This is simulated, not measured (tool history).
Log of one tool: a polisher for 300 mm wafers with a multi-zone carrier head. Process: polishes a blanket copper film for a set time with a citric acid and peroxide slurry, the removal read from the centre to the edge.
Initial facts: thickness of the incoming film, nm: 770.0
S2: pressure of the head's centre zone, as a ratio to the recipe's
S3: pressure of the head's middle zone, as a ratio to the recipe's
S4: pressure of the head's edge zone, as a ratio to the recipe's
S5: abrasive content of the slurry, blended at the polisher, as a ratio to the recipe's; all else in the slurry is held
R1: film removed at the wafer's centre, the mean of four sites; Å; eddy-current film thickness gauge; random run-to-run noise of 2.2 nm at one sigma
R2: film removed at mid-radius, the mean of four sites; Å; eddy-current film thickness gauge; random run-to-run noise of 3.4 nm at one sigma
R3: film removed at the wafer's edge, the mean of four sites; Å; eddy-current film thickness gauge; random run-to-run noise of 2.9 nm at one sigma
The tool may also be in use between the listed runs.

Run 1, day 0: flow of slurry (ml/min) 305, S2 1, S3 1, S4 1, S5 1, polishing time (s) 59. Result: R1 2516 Å, R2 2476.3 Å, R3 2465.3 Å.
Run 2, day 0.15: flow of slurry (ml/min) 305, S2 1, S3 1, S4 0.93, S5 1, polishing time (s) 59. Result: R1 2488.7 Å, R2 2494.9 Å, R3 2335.3 Å.
Run 3, day 0.438: flow of slurry (ml/min) 305, S2 1, S3 1, S4 0.87, S5 1, polishing time (s) 59. Result: R1 2505.7 Å, R2 2476.4 Å, R3 2236.5 Å.
Run 4, day 0.638: flow of slurry (ml/min) 350, S2 1, S3 1, S4 0.87, S5 1, polishing time (s) 59. Result: R1 2545.7 Å, R2 2476.7 Å, R3 2310 Å.
Run 5, day 0.983: flow of slurry (ml/min) 345, S2 1.02, S3 1.03, S4 0.89, S5 1.1, polishing time (s) 59. Result: R1 2656.8 Å, R2 2617.1 Å, R3 2435.5 Å.
Run 6, day 1.1: flow of slurry (ml/min) 345, S2 1.02, S3 0.96, S4 0.89, S5 1.1, polishing time (s) 59. Result: R1 2648.4 Å, R2 2489.1 Å, R3 2358.5 Å.
Run 7, day 1.217: flow of slurry (ml/min) 340, S2 1.04, S3 1, S4 0.89, S5 1.15, polishing time (s) 59. Result: R1 2756.1 Å, R2 2562 Å, R3 2413 Å.
Run 8, day 1.517: flow of slurry (ml/min) 335, S2 1.05, S3 1.03, S4 0.88, S5 1.2, polishing time (s) 59. Result: R1 2813.1 Å, R2 2690.5 Å, R3 2434.2 Å.
Run 9, day 1.725: flow of slurry (ml/min) 340, S2 1.06, S3 1.06, S4 0.88, S5 1.25, polishing time (s) 59. Result: R1 2873.7 Å, R2 2734.9 Å, R3 2452.8 Å.
Run 10, day 2.012: flow of slurry (ml/min) 340, S2 1.06, S3 1.06, S4 0.88, S5 1.25, polishing time (s) 59. Result: R1 2846.2 Å, R2 2777.6 Å, R3 2480 Å.
Run 11, day 2.062: flow of slurry (ml/min) 340, S2 1.06, S3 1.06, S4 0.88, S5 1.25, polishing time (s) 59. Result: R1 2822 Å, R2 2794.9 Å, R3 2462.4 Å.
Run 12, day 2.292: flow of slurry (ml/min) 350, S2 1.08, S3 1.08, S4 0.89, S5 1.3, polishing time (s) 59. Result: R1 2912.7 Å, R2 2866.2 Å, R3 2448.1 Å.
At day 2.35: worn pad replaced by a new one.
Run 13, day 2.35: flow of slurry (ml/min) 350, S2 1.08, S3 1.08, S4 0.9, S5 1.35, polishing time (s) 60. Result: R1 3174.7 Å, R2 3047.3 Å, R3 2693.6 Å.
Run 14, day 2.525: flow of slurry (ml/min) 360, S2 1.08, S3 1.09, S4 0.9, S5 1.35, polishing time (s) 60. Result: R1 3192.1 Å, R2 3108.2 Å, R3 2741.6 Å.

Expected results for the next run?
Run 15, day 2.567: flow of slurry (ml/min) 365, S2 1.08, S3 1.1, S4 0.9, S5 1.35, polishing time (s) 60. Result: R1 ?, R2 ?, R3 ?.

{"run 15": {"R1": 3152.2, "R2": 3128.1, "R3": 2707.3}}
